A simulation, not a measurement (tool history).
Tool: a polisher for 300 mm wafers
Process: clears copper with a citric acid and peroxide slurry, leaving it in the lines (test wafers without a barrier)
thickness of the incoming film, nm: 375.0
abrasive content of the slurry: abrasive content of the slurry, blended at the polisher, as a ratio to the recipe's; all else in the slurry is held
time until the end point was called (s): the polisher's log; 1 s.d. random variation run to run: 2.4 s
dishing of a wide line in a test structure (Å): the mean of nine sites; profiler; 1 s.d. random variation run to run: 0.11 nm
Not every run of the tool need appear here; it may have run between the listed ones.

| run | hour | flow of slurry (ml/min) | pressure of the wafer on the pad (kPa) | speed of the pad under the wafer (cm/s) | abrasive content of the slurry | overpolish time after the end point (s) | time until the end point was called (s) | dishing of a wide line in a test structure (Å) |
|---|---|---|---|---|---|---|---|---|
| 1 | 0.0 | 290 | 25.5 | 94 | 1.00 | 9 | 171.07 | 100.170 |
| 2 | 5.6 | 255 | 25.5 | 94 | 1.00 | 9 | 175.22 | 100.510 |
| 3 | 14.4 | 295 | 25.5 | 94 | 1.00 | 9 | 171.03 | 98.459 |
| 4 | 16.6 | 315 | 24.8 | 94 | 1.00 | 8 | 174.12 | 88.175 |
|  | 21.9 | slurry nozzle cleaned |
| 5 | 21.9 | 330 | 24.1 | 94 | 1.00 | 7 | 167.40 | 81.463 |
| 6 | 28.1 | 330 | 24.1 | 94 | 1.20 | 7 | 168.28 | 86.741 |
| 7 | 30.1 | 340 | 23.4 | 94 | 1.15 | 7 | 174.08 | 84.756 |
| 8 | 34.8 | 345 | 22.8 | 94 | 1.10 | 7 | 178.59 | 84.947 |
| 9 | 35.9 | 350 | 22.8 | 92 | 1.05 | 7 | 184.32 | 81.350 |
| 10 | 37.5 | 430 | 24.1 | 88 | 0.80 | 3 | 185.88 | 41.025 |
| 11 | 39.6 | 425 | 24.1 | 88 | 0.80 | 3 | 184.72 | 38.531 |
| 12 | 45.8 | 420 | 24.1 | 88 | 0.80 | 3 | 186.57 | 40.304 |
| 13 | 48.7 | 405 | 22.8 | 88 | 0.80 | 7 | 191.84 | 76.411 |
| 14 | 52.0 | 400 | 22.8 | 88 | 0.80 | 7 | 195.11 | 74.046 |
| 15 | 54.1 | 395 | 22.8 | 88 | 0.80 | 7 | 199.85 | 76.910 |

Run 16 is up next; what results do you expect?
| 16 | 59.6 | 450 | 20.7 | 90 | 0.80 | 3 | ? | ? |

{"run 16": {"time until the end point was called (s)": 208.74, "dishing of a wide line in a test structure (Å)": 37.704}}
